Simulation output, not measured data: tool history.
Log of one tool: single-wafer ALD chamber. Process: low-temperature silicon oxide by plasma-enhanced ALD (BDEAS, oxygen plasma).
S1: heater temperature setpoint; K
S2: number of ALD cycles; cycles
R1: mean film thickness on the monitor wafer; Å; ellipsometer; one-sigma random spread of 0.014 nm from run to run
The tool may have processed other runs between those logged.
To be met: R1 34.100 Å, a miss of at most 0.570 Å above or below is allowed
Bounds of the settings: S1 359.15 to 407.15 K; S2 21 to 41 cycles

| run | day | S1 | S2 | R1 |
|---|---|---|---|---|
| 1 | 0.000 | 383.15 | 31 | 42.251 |
| 2 | 0.129 | 385.15 | 29 | 39.029 |
| 3 | 0.329 | 389.15 | 28 | 37.495 |
| 4 | 0.600 | 392.15 | 27 | 36.099 |
| 5 | 0.846 | 383.15 | 27 | 36.605 |
| 6 | 1.025 | 390.15 | 27 | 36.057 |
| 7 | 1.171 | 392.15 | 27 | 35.993 |
| 8 | 1.300 | 392.15 | 27 | 35.989 |
| 9 | 1.475 | 393.15 | 27 | 35.900 |
| 10 | 1.758 | 394.15 | 27 | 35.859 |
| 11 | 1.854 | 395.15 | 27 | 35.652 |
| 12 | 2.188 | 397.15 | 27 | 35.653 |
| 13 | 2.383 | 398.15 | 27 | 35.530 |
| 14 | 2.475 | 399.15 | 27 | 35.393 |

Exercise: of the 4 proposed moves below, exactly one satisfies all targets within the stated allowed misses. Which move is it?
| A | 2.567 | 403.15 | 26 | ? |
| B | 2.567 | 404.15 | 25 | ? |
| C | 2.567 | 397.15 | 27 | ? |
| D | 2.567 | 401.15 | 27 | ? |

| move | R1 |
|---|---|
| A | 33.958 |
| B | 32.593 |
| C | 35.648 |
| D | 35.392 |
A: each result inside its tolerance
B: the result that was furthest off in the last run now lies on the other side of its target
C: moves away from the targets compared with the last run
D: no nearer and no further than the last run
A meets every target.
